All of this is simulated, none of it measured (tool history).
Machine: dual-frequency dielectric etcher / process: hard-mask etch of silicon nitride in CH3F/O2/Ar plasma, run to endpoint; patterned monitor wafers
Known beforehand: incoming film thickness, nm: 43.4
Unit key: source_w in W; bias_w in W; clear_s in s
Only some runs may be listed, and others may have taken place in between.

run 1 hour=0 | source_w=540 bias_w=81 | clear_s=49.156
run 2 hour=1.1 | source_w=510 bias_w=80 | clear_s=51.223
run 3 hour=6.2 | source_w=490 bias_w=80 | clear_s=51.101
run 4 hour=14.5 | source_w=490 bias_w=67 | clear_s=53.872
run 5 hour=15.6 | source_w=480 bias_w=67 | clear_s=54.224
run 6 hour=18.8 | source_w=480 bias_w=81 | clear_s=51.709

Estimate the outcome of run 7 from the log above:
run 7 hour=27.6 | source_w=460 bias_w=80 | clear_s=?

{"run 7": {"clear_s": 52.838}}
